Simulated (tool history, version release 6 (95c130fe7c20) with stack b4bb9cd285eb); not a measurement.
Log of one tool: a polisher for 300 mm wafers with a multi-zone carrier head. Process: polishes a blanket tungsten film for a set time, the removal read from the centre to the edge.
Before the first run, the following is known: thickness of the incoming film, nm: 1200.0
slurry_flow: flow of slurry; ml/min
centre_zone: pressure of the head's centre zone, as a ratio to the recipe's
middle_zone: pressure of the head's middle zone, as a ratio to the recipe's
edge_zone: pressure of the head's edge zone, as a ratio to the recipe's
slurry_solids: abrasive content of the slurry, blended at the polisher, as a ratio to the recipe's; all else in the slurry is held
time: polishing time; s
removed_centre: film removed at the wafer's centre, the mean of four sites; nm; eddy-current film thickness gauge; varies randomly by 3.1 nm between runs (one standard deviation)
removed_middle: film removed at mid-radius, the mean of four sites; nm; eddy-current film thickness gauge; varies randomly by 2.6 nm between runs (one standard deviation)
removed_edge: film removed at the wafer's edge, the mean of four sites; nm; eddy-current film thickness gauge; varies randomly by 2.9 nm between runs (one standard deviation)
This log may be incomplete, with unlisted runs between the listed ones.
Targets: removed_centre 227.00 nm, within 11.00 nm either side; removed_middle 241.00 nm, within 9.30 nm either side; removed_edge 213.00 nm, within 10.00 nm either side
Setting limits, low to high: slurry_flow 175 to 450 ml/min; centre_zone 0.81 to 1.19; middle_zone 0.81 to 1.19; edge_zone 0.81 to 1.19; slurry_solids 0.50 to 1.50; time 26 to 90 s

run	hour	slurry_flow	centre_zone	middle_zone	edge_zone	slurry_solids	time	removed_centre	removed_middle	removed_edge
1	0.0	290	1.00	1.00	1.00	1.00	58	390.59	389.80	384.40
2	1.0	290	1.00	1.00	1.00	0.90	58	382.60	381.04	367.32
3	9.0	290	0.97	0.99	0.97	0.75	52	316.87	319.22	309.91
4	13.8	290	1.04	0.99	0.97	0.75	52	335.73	322.64	312.76
5	22.3	315	1.04	0.99	0.97	0.75	52	340.65	321.30	307.88
6	29.9	315	1.01	1.00	0.94	0.65	48	297.28	286.80	279.98
7	33.2	315	1.01	1.00	0.94	0.65	48	294.81	282.76	273.13
8	38.4	310	0.99	1.04	0.91	0.60	46	270.82	281.24	253.23
9	44.6	310	0.98	1.04	0.89	0.55	44	256.90	260.14	238.51
10	48.4	310	0.97	1.05	0.87	0.55	43	246.61	254.26	230.79

Exactly one of the 5 candidate moves below puts every result within its allowed miss. Which one?
A	52.2	410	0.86	1.09	0.95	0.70	36	?	?	?
B	52.2	325	0.99	1.16	0.91	0.60	39	?	?	?
C	52.2	335	0.83	1.01	0.86	0.65	44	?	?	?
D	52.2	220	1.00	1.08	0.89	0.55	41	?	?	?
E	52.2	210	0.81	0.99	1.00	0.60	43	?	?	?

move	removed_centre	removed_middle	removed_edge
A	196.12	243.12	217.40
B	227.40	261.16	218.06
C	223.09	268.47	246.32
D	223.28	240.24	213.94
E	195.47	238.01	241.02
A: moves the result that the last run missed by most past its target, out the other side
B: the furthest-off result lands on target, but another misses its tolerance
C: the furthest-off result lands on target, but another misses its tolerance
D: every result within its allowed miss
E: moves the result that the last run missed by most past its target, out the other side
Go with D: it meets all targets.
